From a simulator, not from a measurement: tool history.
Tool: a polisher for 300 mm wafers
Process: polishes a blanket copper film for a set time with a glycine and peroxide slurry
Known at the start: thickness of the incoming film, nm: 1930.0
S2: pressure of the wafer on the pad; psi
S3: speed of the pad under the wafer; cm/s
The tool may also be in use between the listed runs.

Run 1, hour 0.0: flow of slurry (ml/min) 270, S2 3.2 psi, S3 106 cm/s, polishing time (s) 41. Result: film removed (Å) 2321.8.
Run 2, hour 7.5: flow of slurry (ml/min) 270, S2 3.2 psi, S3 84 cm/s, polishing time (s) 41. Result: film removed (Å) 1947.4.
Run 3, hour 9.0: flow of slurry (ml/min) 270, S2 3.2 psi, S3 70 cm/s, polishing time (s) 41. Result: film removed (Å) 1722.2.
Run 4, hour 17.2: flow of slurry (ml/min) 270, S2 3.2 psi, S3 70 cm/s, polishing time (s) 43. Result: film removed (Å) 1811.5.
Run 5, hour 20.5: flow of slurry (ml/min) 270, S2 3.4 psi, S3 74 cm/s, polishing time (s) 43. Result: film removed (Å) 1976.0.
Run 6, hour 28.8: flow of slurry (ml/min) 270, S2 3.8 psi, S3 74 cm/s, polishing time (s) 43. Result: film removed (Å) 2126.4.
Run 7, hour 30.5: flow of slurry (ml/min) 270, S2 3.9 psi, S3 78 cm/s, polishing time (s) 43. Result: film removed (Å) 2268.8.
Run 8, hour 31.2: flow of slurry (ml/min) 270, S2 4.0 psi, S3 82 cm/s, polishing time (s) 43. Result: film removed (Å) 2455.1.
Run 9, hour 37.3: flow of slurry (ml/min) 270, S2 4.1 psi, S3 84 cm/s, polishing time (s) 43. Result: film removed (Å) 2507.4.
Run 10, hour 43.8: flow of slurry (ml/min) 270, S2 4.2 psi, S3 86 cm/s, polishing time (s) 43. Result: film removed (Å) 2575.6.
Run 11, hour 52.6: flow of slurry (ml/min) 270, S2 4.3 psi, S3 90 cm/s, polishing time (s) 43. Result: film removed (Å) 2762.5.
Run 12, hour 60.5: flow of slurry (ml/min) 270, S2 4.4 psi, S3 92 cm/s, polishing time (s) 43. Result: film removed (Å) 2845.4.
Run 13, hour 62.1: flow of slurry (ml/min) 270, S2 4.5 psi, S3 94 cm/s, polishing time (s) 43. Result: film removed (Å) 2958.9.

Forecast run 14:
Run 14, hour 65.2: flow of slurry (ml/min) 270, S2 4.5 psi, S3 94 cm/s, polishing time (s) 43. Result: film removed (Å) ?.

film removed (Å): 2973.9
